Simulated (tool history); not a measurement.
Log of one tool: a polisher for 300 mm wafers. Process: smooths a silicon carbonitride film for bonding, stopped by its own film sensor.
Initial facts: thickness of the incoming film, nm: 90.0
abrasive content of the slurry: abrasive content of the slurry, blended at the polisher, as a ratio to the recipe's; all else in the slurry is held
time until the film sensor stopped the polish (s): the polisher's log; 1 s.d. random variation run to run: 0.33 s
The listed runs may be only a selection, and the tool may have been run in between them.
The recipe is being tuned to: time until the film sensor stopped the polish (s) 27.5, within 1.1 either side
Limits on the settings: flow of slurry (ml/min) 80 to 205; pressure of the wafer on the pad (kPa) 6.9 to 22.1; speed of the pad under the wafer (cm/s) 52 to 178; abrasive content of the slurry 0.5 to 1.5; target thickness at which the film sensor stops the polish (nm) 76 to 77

run	hour	flow of slurry (ml/min)	pressure of the wafer on the pad (kPa)	speed of the pad under the wafer (cm/s)	abrasive content of the slurry	target thickness at which the film sensor stops the polish (nm)	time until the film sensor stopped the polish (s)
1	0	135	14.5	114	1	77	52.349
2	5.6	135	16.5	114	1	77	47.971
3	10.8	140	17.2	120	1	77	43.154
4	11.4	140	17.2	106	1	77	47.726
5	17.4	140	17.2	106	1	77	47.156
6	23.1	145	17.9	112	1	77	43.685
# hour 24.3: head pressure recalibrated
7	24.3	145	18.6	118	1	77	36.885
8	27.8	150	19.3	118	1	77	35.965
9	30.6	155	20	118	1	77	34.277
10	35.6	160	22.1	130	1	77	29.16
11	37.5	160	22.1	132	1	77	29.004

4 candidate next runs follow, results not yet known. Just one meets every target within its allowed miss. Identify it.
A	39.4	155	21.4	142	1	76	?
B	39.4	155	21.4	144	0.85	77	?
C	39.4	170	22.1	128	1.1	77	?
D	39.4	175	22.1	158	0.75	77	?

move	time until the film sensor stopped the polish (s)
A	30.791
B	31.125
C	28.065
D	30.034
A: further off than the last run
B: further off than the last run
C: every result lands within tolerance
D: further off than the last run
C meets every target.
